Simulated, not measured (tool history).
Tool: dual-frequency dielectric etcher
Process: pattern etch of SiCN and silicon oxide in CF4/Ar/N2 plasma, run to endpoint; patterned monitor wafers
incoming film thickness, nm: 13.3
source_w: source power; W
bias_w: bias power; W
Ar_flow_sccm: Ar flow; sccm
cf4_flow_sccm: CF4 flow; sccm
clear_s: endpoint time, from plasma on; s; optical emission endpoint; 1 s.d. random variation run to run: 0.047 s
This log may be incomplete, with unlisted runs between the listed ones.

run,hour,source_w,bias_w,Ar_flow_sccm,cf4_flow_sccm,clear_s
1,0,380,79,86,61,17.83
2,7.3,380,79,86,69,17.547
3,14.6,350,79,86,69,19.359
4,19.6,310,79,86,69,22.336
5,21.9,310,93,86,69,21.147
6,25.9,310,93,101,69,21.377
7,28.3,330,93,101,69,19.956

Predict the results of run 8:
8,34.3,410,95,100,69,?

clear_s: 15.385 s
